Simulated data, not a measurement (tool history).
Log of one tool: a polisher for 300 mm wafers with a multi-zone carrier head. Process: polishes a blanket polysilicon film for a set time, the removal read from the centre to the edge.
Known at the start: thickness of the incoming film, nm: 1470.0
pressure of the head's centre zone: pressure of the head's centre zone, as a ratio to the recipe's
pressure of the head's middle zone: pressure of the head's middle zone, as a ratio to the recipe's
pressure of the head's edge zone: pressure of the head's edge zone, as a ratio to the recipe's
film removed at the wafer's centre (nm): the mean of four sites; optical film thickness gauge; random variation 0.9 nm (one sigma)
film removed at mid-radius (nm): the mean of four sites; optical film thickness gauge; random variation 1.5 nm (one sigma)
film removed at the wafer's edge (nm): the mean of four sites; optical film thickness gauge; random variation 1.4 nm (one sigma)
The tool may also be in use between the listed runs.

| run | hour | flow of slurry (ml/min) | pressure of the head's centre zone | pressure of the head's middle zone | pressure of the head's edge zone | polishing time (s) | film removed at the wafer's centre (nm) | film removed at mid-radius (nm) | film removed at the wafer's edge (nm) |
|---|---|---|---|---|---|---|---|---|---|
| 1 | 0.0 | 210 | 1.00 | 1.00 | 1.00 | 39 | 202.69 | 197.83 | 197.47 |
| 2 | 8.7 | 200 | 0.95 | 1.00 | 0.96 | 34 | 167.05 | 167.94 | 170.29 |
| 3 | 9.5 | 200 | 0.95 | 0.96 | 0.96 | 34 | 166.46 | 163.96 | 175.05 |
| 4 | 15.3 | 200 | 0.99 | 0.96 | 0.96 | 34 | 173.68 | 163.93 | 171.44 |
| 5 | 24.3 | 200 | 0.99 | 0.91 | 0.96 | 34 | 174.24 | 153.24 | 169.49 |
| 6 | 26.6 | 200 | 0.99 | 0.91 | 0.90 | 34 | 173.33 | 157.68 | 165.06 |
| 7 | 34.4 | 195 | 0.95 | 0.95 | 0.88 | 31 | 150.41 | 146.46 | 152.22 |
| 8 | 41.9 | 190 | 0.93 | 0.99 | 0.86 | 29 | 138.31 | 144.11 | 139.68 |
| 9 | 44.9 | 180 | 0.90 | 1.00 | 0.85 | 28 | 126.78 | 133.37 | 133.96 |

The next listed run, before its measurement:
| 10 | 53.4 | 170 | 0.88 | 1.03 | 0.84 | 28 | ? | ? | ? |

Run 10 gave film removed at the wafer's centre (nm) 122.57, film removed at mid-radius (nm) 142.32, film removed at the wafer's edge (nm) 132.34.

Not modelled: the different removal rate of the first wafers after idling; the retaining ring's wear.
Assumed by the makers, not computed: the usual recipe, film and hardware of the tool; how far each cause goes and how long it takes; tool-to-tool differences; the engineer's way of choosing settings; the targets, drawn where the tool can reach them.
